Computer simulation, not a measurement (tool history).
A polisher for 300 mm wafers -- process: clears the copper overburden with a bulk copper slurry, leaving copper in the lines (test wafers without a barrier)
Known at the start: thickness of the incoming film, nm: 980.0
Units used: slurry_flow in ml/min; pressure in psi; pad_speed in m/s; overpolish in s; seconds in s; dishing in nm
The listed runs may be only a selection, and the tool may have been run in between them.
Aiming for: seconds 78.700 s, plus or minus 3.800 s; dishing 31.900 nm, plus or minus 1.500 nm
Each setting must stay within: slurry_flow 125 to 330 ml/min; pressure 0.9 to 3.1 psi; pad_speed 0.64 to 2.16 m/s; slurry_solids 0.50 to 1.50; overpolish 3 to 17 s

run    day  slurry_flow  pressure  pad_speed  slurry_solids  overpolish  seconds  dishing
  1  0.000          210       2.0       1.40           1.00           9  114.640   42.978
  2  0.312          210       2.1       1.46           1.00           8  108.250   43.132
  3  0.604          240       2.0       1.58           1.10           7  102.280   40.141
  4  0.758          260       2.0       1.66           1.20           6   92.814   36.901
  5  1.075          265       2.0       1.66           1.25           5   93.751   32.938
  6  1.121          265       2.0       1.66           1.25           7   94.045   42.341
  7  1.333          265       2.1       1.68           1.25           6   89.411   38.271
  8  1.662          265       2.1       1.68           1.25           6   88.095   40.229
  9  1.892          265       2.1       1.70           1.25           5   85.883   34.154
 10  2.204          265       2.1       1.70           1.25           5   89.045   35.266
     2.558  -- worn pad replaced by a new one
 11  2.558          270       2.2       1.72           1.25           5   78.668   38.387

Consider the 5 candidate settings below. Which is the only one whose results all fall within their allowed miss of target?
  A  2.912          325       2.2       1.68           1.25           7        ?        ?
  B  2.912          285       2.2       1.70           1.05           7        ?        ?
  C  2.912          255       1.8       2.16           1.25           7        ?        ?
  D  2.912          265       2.2       1.70           1.20           7        ?        ?
  E  2.912          285       2.0       1.86           1.20           4        ?        ?

move  seconds  dishing
   A   77.121   50.336
   B   80.312   48.845
   C   76.899   49.139
   D   78.533   49.665
   E   79.076   31.385
A: further off than the last run
B: further off than the last run
C: further off than the last run
D: further off than the last run
E: every result lands within tolerance
Move E is the one to make.
